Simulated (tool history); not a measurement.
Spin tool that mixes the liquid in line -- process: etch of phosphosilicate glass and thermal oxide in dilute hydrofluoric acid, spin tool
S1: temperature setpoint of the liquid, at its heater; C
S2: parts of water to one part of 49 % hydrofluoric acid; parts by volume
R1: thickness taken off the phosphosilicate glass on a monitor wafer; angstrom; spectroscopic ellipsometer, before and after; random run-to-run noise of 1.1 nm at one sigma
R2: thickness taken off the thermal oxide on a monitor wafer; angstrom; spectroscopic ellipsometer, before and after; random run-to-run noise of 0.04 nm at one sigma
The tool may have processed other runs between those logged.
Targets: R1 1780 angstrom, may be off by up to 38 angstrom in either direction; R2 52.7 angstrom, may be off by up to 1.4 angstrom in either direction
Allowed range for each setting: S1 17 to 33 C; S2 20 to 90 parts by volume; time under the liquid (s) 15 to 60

run 1 hour=0 | S1=25 S2=50 time_under_the_liquid_(s)=30 | R1=1233.1 R2=36.487
run 2 hour=8.3 | S1=25 S2=60 time_under_the_liquid_(s)=30 | R1=1019.6 R2=30.254
run 3 hour=12.9 | S1=26.5 S2=55 time_under_the_liquid_(s)=30 | R1=1181.5 R2=35.137
run 4 hour=16.9 | S1=26.5 S2=55 time_under_the_liquid_(s)=15 | R1=591.13 R2=17.622
run 5 hour=19.7 | S1=26.5 S2=65 time_under_the_liquid_(s)=15 | R1=491.7 R2=14.746
run 6 hour=20.5 | S1=28 S2=55 time_under_the_liquid_(s)=15 | R1=622.32 R2=18.756
run 7 hour=23.8 | S1=28.5 S2=50 time_under_the_liquid_(s)=15 | R1=711.06 R2=21.07
run 8 hour=28.1 | S1=29.5 S2=45 time_under_the_liquid_(s)=15 | R1=835.27 R2=25.017
run 9 hour=36.8 | S1=30 S2=40 time_under_the_liquid_(s)=15 | R1=964.34 R2=28.441
run 10 hour=41.8 | S1=30.5 S2=35 time_under_the_liquid_(s)=15 | R1=1130.1 R2=33.166
run 11 hour=48.3 | S1=31 S2=30 time_under_the_liquid_(s)=15 | R1=1350.2 R2=40.324
run 12 hour=51.3 | S1=31.5 S2=30 time_under_the_liquid_(s)=15 | R1=1381.4 R2=41.23
run 13 hour=52.3 | S1=32 S2=30 time_under_the_liquid_(s)=15 | R1=1394.8 R2=41.083

Which one of the following 5 next-run settings gets every result inside its allowed miss? There is exactly one.
run A hour=53.3 | S1=27.5 S2=20 time_under_the_liquid_(s)=15 | R1=? R2=?
run B hour=53.3 | S1=32 S2=30 time_under_the_liquid_(s)=20 | R1=? R2=?
run C hour=53.3 | S1=33 S2=45 time_under_the_liquid_(s)=30 | R1=? R2=?
run D hour=53.3 | S1=27.5 S2=25 time_under_the_liquid_(s)=20 | R1=? R2=?
run E hour=53.3 | S1=28.5 S2=20 time_under_the_liquid_(s)=15 | R1=? R2=?

move=A R1=1802.7 R2=52.419
move=B R1=1890.8 R2=54.981
move=C R1=1917.3 R2=55.754
move=D R1=1908.4 R2=55.494
move=E R1=1878.2 R2=54.616
A: all results land within tolerance of their targets
B: moves the result that the last run missed by most past its target, out the other side
C: moves the result that the last run missed by most past its target, out the other side
D: moves the result that the last run missed by most past its target, out the other side
E: moves the result that the last run missed by most past its target, out the other side
Correct choice: A, which meets every target
